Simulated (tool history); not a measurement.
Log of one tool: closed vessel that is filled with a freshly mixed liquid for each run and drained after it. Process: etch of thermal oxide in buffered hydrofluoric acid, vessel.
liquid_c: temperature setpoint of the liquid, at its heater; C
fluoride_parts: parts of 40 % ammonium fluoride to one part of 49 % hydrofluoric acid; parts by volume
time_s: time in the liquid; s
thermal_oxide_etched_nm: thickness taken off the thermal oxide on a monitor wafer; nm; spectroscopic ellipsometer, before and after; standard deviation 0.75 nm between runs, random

run	hour	liquid_c	fluoride_parts	time_s	thermal_oxide_etched_nm
1	0	22	9	100	119.29
2	5.2	21	9	100	112.65
3	8.3	24	9	100	132.68
4	9.9	22.5	9	100	118.77
5	18.6	21	9	100	111.58
6	20.6	19	9	100	99.546
7	24.8	18.5	9	100	96.713
8	26.5	18	9	100	94.541

For run 9, what comes out?
9	30.4	17.5	9	100	?

thermal_oxide_etched_nm: 92.323 nm

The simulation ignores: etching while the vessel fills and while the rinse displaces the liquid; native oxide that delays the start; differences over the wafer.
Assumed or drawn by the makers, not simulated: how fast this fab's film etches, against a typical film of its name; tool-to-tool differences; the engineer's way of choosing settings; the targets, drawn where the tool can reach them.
